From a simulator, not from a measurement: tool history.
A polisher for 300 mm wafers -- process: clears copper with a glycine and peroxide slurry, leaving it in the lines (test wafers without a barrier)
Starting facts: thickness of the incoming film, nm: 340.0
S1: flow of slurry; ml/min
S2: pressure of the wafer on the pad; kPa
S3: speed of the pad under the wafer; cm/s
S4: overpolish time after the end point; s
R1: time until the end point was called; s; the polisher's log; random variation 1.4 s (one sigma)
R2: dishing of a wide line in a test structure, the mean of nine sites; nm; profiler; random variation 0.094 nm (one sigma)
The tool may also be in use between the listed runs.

run  hour   S1    S2   S3  S4       R1      R2
  1   0.0  130  11.7  108  10   81.705  26.880
  2   5.8  130  11.7  108  12   81.097  31.168
  3  14.5  105  11.7  108  12   80.513  30.729
  4  15.2  105  11.7  108  16   83.812  39.354
  5  22.9  105   9.0  108  16   98.384  33.091
  6  30.9  100   8.3  108  14  105.360  28.012
  7  35.8   95   8.3  102  12  107.940  23.979
  8  39.1   95   7.6  102  11  120.650  21.050
  9  42.4   95   7.6  104  10  116.050  18.958
 10  46.8   95   7.6  110   9  110.640  17.464
 11  55.2   95   7.6  118   8  103.760  16.615

Run 12 is up next; what results do you expect?
 12  64.0  95  7.6  124   7   ?   ?

{"run 12": {"R1": 106.15, "R2": 14.834}}
